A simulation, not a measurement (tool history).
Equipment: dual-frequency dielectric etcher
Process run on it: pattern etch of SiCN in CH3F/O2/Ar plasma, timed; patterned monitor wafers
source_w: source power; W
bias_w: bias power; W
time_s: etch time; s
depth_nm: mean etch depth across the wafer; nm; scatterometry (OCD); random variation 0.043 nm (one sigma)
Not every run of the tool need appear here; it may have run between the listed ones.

Run 1, hour 0.0: source_w 400 W, bias_w 73 W, time_s 50.5 s. Result: depth_nm 18.537 nm.
Run 2, hour 6.3: source_w 340 W, bias_w 73 W, time_s 50.5 s. Result: depth_nm 17.678 nm.
Run 3, hour 9.8: source_w 320 W, bias_w 67 W, time_s 49.5 s. Result: depth_nm 16.367 nm.
Run 4, hour 13.4: source_w 300 W, bias_w 65 W, time_s 49.5 s. Result: depth_nm 15.919 nm.
Run 5, hour 20.9: source_w 300 W, bias_w 65 W, time_s 50.5 s. Result: depth_nm 16.269 nm.
Run 6, hour 25.7: source_w 300 W, bias_w 75 W, time_s 50.5 s. Result: depth_nm 17.331 nm.
Run 7, hour 26.5: source_w 290 W, bias_w 70 W, time_s 50.0 s. Result: depth_nm 16.359 nm.
Run 8, hour 34.7: source_w 290 W, bias_w 70 W, time_s 50.0 s. Result: depth_nm 16.504 nm.
Run 9, hour 39.0: source_w 280 W, bias_w 66 W, time_s 49.5 s. Result: depth_nm 15.758 nm.

Run 10 comes next. What will it give?
At hour 41.9: source power generator calibrated.
Run 10, hour 41.9: source_w 270 W, bias_w 64 W, time_s 49.5 s. Result: depth_nm ?.

depth_nm: 15.208 nm

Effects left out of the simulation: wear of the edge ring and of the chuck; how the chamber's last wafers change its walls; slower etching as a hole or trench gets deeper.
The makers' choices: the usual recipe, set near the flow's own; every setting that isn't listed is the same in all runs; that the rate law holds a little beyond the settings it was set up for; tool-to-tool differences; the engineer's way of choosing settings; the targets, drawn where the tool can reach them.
